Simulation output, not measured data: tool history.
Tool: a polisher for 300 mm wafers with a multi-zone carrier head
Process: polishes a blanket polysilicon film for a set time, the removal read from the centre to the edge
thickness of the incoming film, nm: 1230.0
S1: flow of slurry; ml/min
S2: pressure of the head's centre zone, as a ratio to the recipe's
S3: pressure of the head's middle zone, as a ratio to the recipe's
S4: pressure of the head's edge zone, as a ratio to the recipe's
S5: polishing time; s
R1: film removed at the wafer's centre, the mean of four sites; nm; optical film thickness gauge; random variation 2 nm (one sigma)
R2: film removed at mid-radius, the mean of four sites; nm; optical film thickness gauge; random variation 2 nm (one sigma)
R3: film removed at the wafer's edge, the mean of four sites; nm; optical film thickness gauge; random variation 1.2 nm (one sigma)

run 1 hour=0.0 | S1=120 S2=1.00 S3=1.00 S4=1.00 S5=62 | R1=274.44 R2=258.93 R3=268.53
run 2 hour=6.8 | S1=120 S2=1.05 S3=1.00 S4=1.00 S5=62 | R1=283.96 R2=266.98 R3=269.78
run 3 hour=12.6 | S1=120 S2=1.05 S3=1.00 S4=1.04 S5=62 | R1=277.52 R2=260.73 R3=280.98
run 4 hour=20.8 | S1=120 S2=1.05 S3=1.00 S4=0.98 S5=62 | R1=287.17 R2=265.52 R3=273.07
run 5 hour=22.9 | S1=105 S2=1.04 S3=1.01 S4=0.94 S5=53 | R1=230.81 R2=217.36 R3=225.51
run 6 hour=27.5 | S1=105 S2=1.04 S3=1.01 S4=0.94 S5=38 | R1=168.56 R2=159.01 R3=162.69
run 7 hour=31.0 | S1=115 S2=1.05 S3=1.01 S4=0.91 S5=35 | R1=159.27 R2=148.57 R3=148.52

The next listed run, before its measurement:
run 8 hour=34.5 | S1=120 S2=1.06 S3=1.02 S4=0.88 S5=34 | R1=? R2=? R3=?

R1: 156.79 nm
R2: 148.92 nm
R3: 141.13 nm

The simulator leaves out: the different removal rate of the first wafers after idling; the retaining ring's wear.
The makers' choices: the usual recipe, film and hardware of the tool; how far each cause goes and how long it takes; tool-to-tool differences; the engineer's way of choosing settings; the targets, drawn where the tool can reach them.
